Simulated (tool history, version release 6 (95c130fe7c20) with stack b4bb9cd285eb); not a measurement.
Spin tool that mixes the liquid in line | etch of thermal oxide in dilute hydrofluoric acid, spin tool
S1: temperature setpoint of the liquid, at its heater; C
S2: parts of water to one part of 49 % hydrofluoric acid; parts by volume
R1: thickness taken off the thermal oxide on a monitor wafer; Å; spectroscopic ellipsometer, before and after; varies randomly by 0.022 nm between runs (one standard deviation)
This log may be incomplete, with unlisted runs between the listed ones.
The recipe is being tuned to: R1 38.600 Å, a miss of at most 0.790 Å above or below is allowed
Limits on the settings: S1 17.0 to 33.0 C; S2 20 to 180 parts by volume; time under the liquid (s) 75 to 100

Run 1, day 0.000: S1 25.0 C, S2 100 parts by volume, time under the liquid (s) 100. Result: R1 48.111 Å.
Run 2, day 0.246: S1 25.0 C, S2 85 parts by volume, time under the liquid (s) 100. Result: R1 57.247 Å.
Run 3, day 0.317: S1 22.5 C, S2 90 parts by volume, time under the liquid (s) 100. Result: R1 49.275 Å.
Run 4, day 0.421: S1 20.5 C, S2 90 parts by volume, time under the liquid (s) 100. Result: R1 44.945 Å.
Run 5, day 0.504: S1 20.5 C, S2 75 parts by volume, time under the liquid (s) 100. Result: R1 54.812 Å.
Run 6, day 0.779: S1 19.5 C, S2 80 parts by volume, time under the liquid (s) 100. Result: R1 48.907 Å.
Run 7, day 1.150: S1 18.5 C, S2 85 parts by volume, time under the liquid (s) 100. Result: R1 44.446 Å.
Run 8, day 1.504: S1 17.0 C, S2 95 parts by volume, time under the liquid (s) 100. Result: R1 36.320 Å.
Run 9, day 1.871: S1 17.5 C, S2 95 parts by volume, time under the liquid (s) 100. Result: R1 37.331 Å.

Which single option among these 5 for the next run brings every result within its allowed miss of target? Just one does.
Run A, day 2.238: S1 17.5 C, S2 80 parts by volume, time under the liquid (s) 85. Result: R1 ?.
Run B, day 2.238: S1 22.5 C, S2 90 parts by volume, time under the liquid (s) 75. Result: R1 ?.
Run C, day 2.238: S1 18.0 C, S2 100 parts by volume, time under the liquid (s) 100. Result: R1 ?.
Run D, day 2.238: S1 17.5 C, S2 75 parts by volume, time under the liquid (s) 75. Result: R1 ?.
Run E, day 2.238: S1 17.0 C, S2 75 parts by volume, time under the liquid (s) 75. Result: R1 ?.

move      R1
   A  38.336
   B  36.576
   C  36.066
   D  36.278
   E  35.511
A: each result inside its tolerance
B: misses by more than the last run did
C: misses by more than the last run did
D: misses by more than the last run did
E: misses by more than the last run did
Correct choice: A, which meets every target

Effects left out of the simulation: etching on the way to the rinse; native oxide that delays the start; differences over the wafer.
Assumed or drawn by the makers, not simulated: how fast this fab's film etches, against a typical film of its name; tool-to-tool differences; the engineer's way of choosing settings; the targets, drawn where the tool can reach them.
